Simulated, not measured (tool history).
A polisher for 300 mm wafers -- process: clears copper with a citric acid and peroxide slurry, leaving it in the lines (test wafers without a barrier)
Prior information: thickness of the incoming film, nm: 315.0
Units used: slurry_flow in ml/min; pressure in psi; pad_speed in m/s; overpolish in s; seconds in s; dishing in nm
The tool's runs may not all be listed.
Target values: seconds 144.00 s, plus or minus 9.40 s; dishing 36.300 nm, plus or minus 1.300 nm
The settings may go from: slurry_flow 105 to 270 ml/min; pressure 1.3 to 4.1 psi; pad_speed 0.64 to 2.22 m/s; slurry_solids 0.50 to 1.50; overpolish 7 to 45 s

run	day	slurry_flow	pressure	pad_speed	slurry_solids	overpolish	seconds	dishing
1	0.000	175	2.7	1.42	1.00	23	107.71	40.416
2	0.283	175	2.5	1.42	1.00	24	109.54	40.190
3	0.617	175	2.9	1.42	1.00	24	101.78	43.826
4	0.917	170	2.6	1.40	1.00	25	106.70	41.527
5	1.046	175	2.3	1.36	1.00	26	119.15	40.674
6	1.308	190	2.3	1.36	1.00	26	117.84	41.814
7	1.433	175	2.2	1.34	1.00	27	119.07	41.129
8	1.679	170	2.0	1.32	1.00	28	126.97	39.761
9	2.042	165	1.9	1.30	1.00	29	132.08	40.588
10	2.317	165	1.8	1.30	1.00	29	138.97	38.793
11	2.579	160	1.8	1.30	1.00	29	142.95	39.139
12	2.617	165	1.8	1.30	1.00	28	139.80	38.167

Which one of the following 4 next-run settings gets every result inside its allowed miss? There is exactly one.
A	2.654	170	1.8	1.22	1.15	31	?	?
B	2.654	185	1.9	1.14	1.00	27	?	?
C	2.654	140	2.0	1.28	1.05	30	?	?
D	2.654	200	2.2	0.96	0.75	33	?	?

move	seconds	dishing
A	136.15	41.777
B	141.74	36.914
C	133.72	41.461
D	156.23	39.908
A: moves away from the targets compared with the last run
B: meets every target
C: moves away from the targets compared with the last run
D: moves away from the targets compared with the last run
B meets every target.

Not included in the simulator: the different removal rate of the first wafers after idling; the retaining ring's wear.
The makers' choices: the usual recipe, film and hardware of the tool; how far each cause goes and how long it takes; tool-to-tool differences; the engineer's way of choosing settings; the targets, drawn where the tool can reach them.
